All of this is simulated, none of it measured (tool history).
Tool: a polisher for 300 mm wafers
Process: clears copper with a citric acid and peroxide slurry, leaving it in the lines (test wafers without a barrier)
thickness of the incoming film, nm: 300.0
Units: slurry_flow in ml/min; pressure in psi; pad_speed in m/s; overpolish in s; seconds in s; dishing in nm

run    day  slurry_flow  pressure  pad_speed  slurry_solids  overpolish  seconds  dishing
  1  0.000          180       3.0       1.28            1.0          28   95.040   56.138
  2  0.358          180       3.2       1.28            1.0          29   87.012   61.017
  3  0.679          180       3.3       1.28            1.0          30   86.100   63.665
  4  0.925          180       3.4       1.28            1.0          30   81.910   64.410
  5  1.254          180       3.5       1.28            1.0          31   81.885   66.824
  6  1.467          180       3.6       1.28            1.0          31   78.402   68.442

Forecast run 7:
  7  1.671          180       3.7       1.28            1.0          31        ?        ?

{"run 7": {"seconds": 75.053, "dishing": 70.02}}
